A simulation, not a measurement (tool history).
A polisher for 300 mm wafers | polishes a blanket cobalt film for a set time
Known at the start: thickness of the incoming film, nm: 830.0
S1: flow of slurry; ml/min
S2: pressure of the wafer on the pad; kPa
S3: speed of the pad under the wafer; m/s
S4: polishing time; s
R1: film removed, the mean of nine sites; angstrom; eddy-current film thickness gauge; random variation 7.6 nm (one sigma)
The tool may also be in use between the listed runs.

run 1 hour=0.0 | S1=220 S2=14.5 S3=1.28 S4=56 | R1=4217.5
run 2 hour=8.4 | S1=220 S2=14.5 S3=1.28 S4=59 | R1=4474.5
run 3 hour=12.7 | S1=220 S2=14.5 S3=0.98 S4=59 | R1=3464.7
run 4 hour=20.1 | S1=220 S2=16.5 S3=1.04 S4=59 | R1=4071.0
run 5 hour=27.2 | S1=220 S2=17.9 S3=1.12 S4=59 | R1=4458.8
run 6 hour=34.2 | S1=225 S2=19.3 S3=1.22 S4=59 | R1=5226.1

The next listed run, before its measurement:
run 7 hour=37.3 | S1=225 S2=20.0 S3=1.28 S4=59 | R1=?

{"run 7": {"R1": 5721.7}}

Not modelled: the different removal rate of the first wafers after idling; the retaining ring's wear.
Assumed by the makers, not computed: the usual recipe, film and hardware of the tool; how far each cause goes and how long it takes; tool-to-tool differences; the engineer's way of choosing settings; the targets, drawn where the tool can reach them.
